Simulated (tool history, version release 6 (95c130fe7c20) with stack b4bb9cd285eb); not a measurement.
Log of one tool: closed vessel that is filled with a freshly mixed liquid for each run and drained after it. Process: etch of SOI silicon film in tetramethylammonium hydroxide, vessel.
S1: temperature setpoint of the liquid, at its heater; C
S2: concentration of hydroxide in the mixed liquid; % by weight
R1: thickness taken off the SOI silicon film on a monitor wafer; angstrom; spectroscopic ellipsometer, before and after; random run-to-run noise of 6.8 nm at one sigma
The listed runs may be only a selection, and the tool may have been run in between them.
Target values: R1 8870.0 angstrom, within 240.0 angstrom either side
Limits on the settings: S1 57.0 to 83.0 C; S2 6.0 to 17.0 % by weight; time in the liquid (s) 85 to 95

run 1 hour=0.0 | S1=70.0 S2=11.5 time_in_the_liquid_(s)=85 | R1=6176.5
run 2 hour=2.9 | S1=70.0 S2=11.5 time_in_the_liquid_(s)=85 | R1=6199.7
run 3 hour=4.7 | S1=73.5 S2=11.5 time_in_the_liquid_(s)=85 | R1=7517.9
run 4 hour=11.2 | S1=74.0 S2=11.5 time_in_the_liquid_(s)=85 | R1=7746.3
run 5 hour=17.0 | S1=74.0 S2=11.5 time_in_the_liquid_(s)=85 | R1=7731.8
run 6 hour=22.2 | S1=74.5 S2=11.5 time_in_the_liquid_(s)=85 | R1=8070.1
run 7 hour=27.0 | S1=75.0 S2=11.5 time_in_the_liquid_(s)=85 | R1=8242.9
run 8 hour=32.5 | S1=75.5 S2=11.5 time_in_the_liquid_(s)=85 | R1=8434.2

Next run, 4 choices. One meets every target within its allowed miss, the rest don't. Which?
run A hour=38.0 | S1=76.0 S2=10.5 time_in_the_liquid_(s)=90 | R1=?
run B hour=38.0 | S1=75.5 S2=11.5 time_in_the_liquid_(s)=90 | R1=?
run C hour=38.0 | S1=72.0 S2=9.5 time_in_the_liquid_(s)=95 | R1=?
run D hour=38.0 | S1=74.0 S2=11.0 time_in_the_liquid_(s)=85 | R1=?

move=A R1=9400.0
move=B R1=8842.6
move=C R1=8183.8
move=D R1=7793.2
A: the result that was furthest off in the last run now lies on the other side of its target
B: hits every target within its allowed miss
C: the biggest miss grows against the last run
D: the biggest miss grows against the last run
The right move is B.
